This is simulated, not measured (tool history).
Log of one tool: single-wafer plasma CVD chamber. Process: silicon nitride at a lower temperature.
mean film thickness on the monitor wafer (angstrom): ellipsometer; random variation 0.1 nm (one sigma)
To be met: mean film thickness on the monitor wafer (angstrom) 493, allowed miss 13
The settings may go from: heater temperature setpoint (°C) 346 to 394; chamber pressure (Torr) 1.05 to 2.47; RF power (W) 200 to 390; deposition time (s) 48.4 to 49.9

run    day  heater temperature setpoint (°C)  chamber pressure (Torr)  RF power (W)  deposition time (s)  mean film thickness on the monitor wafer (angstrom)
  1      0                               370                     1.76           295                 48.4                                               549.96
  2  0.088                               375                     1.76           295                 48.4                                               549.88
  3  0.204                               375                      1.7           290                 48.4                                               537.25
  4  0.496                               364                      1.7           290                 48.4                                               538.84
  5  0.617                               364                      1.7           330                 48.4                                               584.47
  6  0.912                               364                      1.7           330                 49.9                                               602.98
  7  1.238                               364                     1.65           320                 49.7                                               580.89
  8  1.421                               364                     1.65           320                 49.7                                               583.76

4 next moves are on the table. One of them brings every result within its allowed miss. Which?
  A  1.604                               356                     1.85           335                 49.9                                                    ?
  B  1.604                               362                      1.9           345                 49.9                                                    ?
  C  1.604                               363                     1.54           270                 48.4                                                    ?
  D  1.604                               363                     1.87           295                 48.4                                                    ?

move  mean film thickness on the monitor wafer (angstrom)
   A                                               628.02
   B                                               643.09
   C                                                498.7
   D                                               563.82
A: further off than the last run
B: further off than the last run
C: meets every target
D: nearer than the last run, and not there yet
The right move is C.
